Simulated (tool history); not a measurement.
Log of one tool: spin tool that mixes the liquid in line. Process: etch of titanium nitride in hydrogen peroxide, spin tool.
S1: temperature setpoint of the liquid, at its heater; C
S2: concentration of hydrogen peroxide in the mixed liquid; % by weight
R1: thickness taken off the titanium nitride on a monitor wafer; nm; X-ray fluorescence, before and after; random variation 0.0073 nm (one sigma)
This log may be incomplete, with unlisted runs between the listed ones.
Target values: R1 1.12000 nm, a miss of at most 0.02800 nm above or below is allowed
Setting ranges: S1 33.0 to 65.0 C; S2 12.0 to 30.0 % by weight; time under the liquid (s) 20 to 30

{"run": 1, "hour": 0.0, "S1": 49.0, "S2": 21.5, "time under the liquid (s)": 30, "R1": 1.5727}
{"run": 2, "hour": 0.7, "S1": 53.5, "S2": 21.5, "time under the liquid (s)": 30, "R1": 2.1786}
{"run": 3, "hour": 8.2, "S1": 46.5, "S2": 21.5, "time under the liquid (s)": 30, "R1": 1.3131}
{"run": 4, "hour": 11.5, "S1": 41.5, "S2": 21.5, "time under the liquid (s)": 30, "R1": 0.89831}
{"run": 5, "hour": 15.8, "S1": 38.0, "S2": 21.5, "time under the liquid (s)": 30, "R1": 0.68272}
{"run": 6, "hour": 21.9, "S1": 38.0, "S2": 19.0, "time under the liquid (s)": 30, "R1": 0.66422}
{"run": 7, "hour": 30.3, "S1": 39.5, "S2": 19.0, "time under the liquid (s)": 30, "R1": 0.74501}
{"hour": 38.3, "done": "heated supply line repaired"}
{"run": 8, "hour": 38.3, "S1": 40.5, "S2": 19.0, "time under the liquid (s)": 30, "R1": 0.99455}
{"run": 9, "hour": 40.8, "S1": 41.0, "S2": 19.0, "time under the liquid (s)": 30, "R1": 1.0327}
{"run": 10, "hour": 49.8, "S1": 41.5, "S2": 19.0, "time under the liquid (s)": 30, "R1": 1.0794}

Which of these 4 next moves meets every target?
{"run": "A", "hour": 58.8, "S1": 46.5, "S2": 18.5, "time under the liquid (s)": 20, "R1": "?"}
{"run": "B", "hour": 58.8, "S1": 48.0, "S2": 17.0, "time under the liquid (s)": 20, "R1": "?"}
{"run": "C", "hour": 58.8, "S1": 41.0, "S2": 19.5, "time under the liquid (s)": 30, "R1": "?"}
{"run": "D", "hour": 58.8, "S1": 41.5, "S2": 16.5, "time under the liquid (s)": 30, "R1": "?"}

move=A R1=1.02970
move=B R1=1.12930
move=C R1=1.03340
move=D R1=1.03610
A: its largest miss is bigger than the last run's
B: every result lands within tolerance
C: its largest miss is bigger than the last run's
D: its largest miss is bigger than the last run's
Move B is the one to make.
